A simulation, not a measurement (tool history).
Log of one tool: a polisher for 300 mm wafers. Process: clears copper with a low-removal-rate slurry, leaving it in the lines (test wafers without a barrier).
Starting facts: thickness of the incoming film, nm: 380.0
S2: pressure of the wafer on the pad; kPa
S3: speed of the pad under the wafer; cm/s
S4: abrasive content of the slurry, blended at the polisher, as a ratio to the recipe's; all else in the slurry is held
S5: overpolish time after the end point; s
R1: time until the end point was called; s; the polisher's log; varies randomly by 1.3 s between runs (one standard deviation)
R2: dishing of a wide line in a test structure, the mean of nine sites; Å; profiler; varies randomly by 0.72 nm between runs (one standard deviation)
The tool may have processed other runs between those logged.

run 1 hour=0.0 | flow_of_slurry_(ml/min)=285 S2=22.1 S3=136 S4=1.0 S5=23 | R1=97.401 R2=444.82
run 2 hour=7.0 | flow_of_slurry_(ml/min)=285 S2=22.1 S3=156 S4=1.0 S5=23 | R1=87.726 R2=480.04
run 3 hour=10.7 | flow_of_slurry_(ml/min)=285 S2=26.2 S3=156 S4=1.0 S5=23 | R1=74.028 R2=497.41
run 4 hour=17.2 | flow_of_slurry_(ml/min)=285 S2=30.3 S3=156 S4=1.0 S5=23 | R1=63.416 R2=556.23
run 5 hour=18.4 | flow_of_slurry_(ml/min)=285 S2=26.2 S3=154 S4=1.0 S5=19 | R1=76.135 R2=469.95
run 6 hour=23.7 | flow_of_slurry_(ml/min)=285 S2=29.6 S3=154 S4=1.0 S5=19 | R1=64.963 R2=517.88

Estimate the outcome of run 7 from the log above:
run 7 hour=27.5 | flow_of_slurry_(ml/min)=285 S2=25.5 S3=152 S4=1.0 S5=15 | R1=? R2=?

Run 7 came out at R1 78.395 s, R2 402.50 Å.
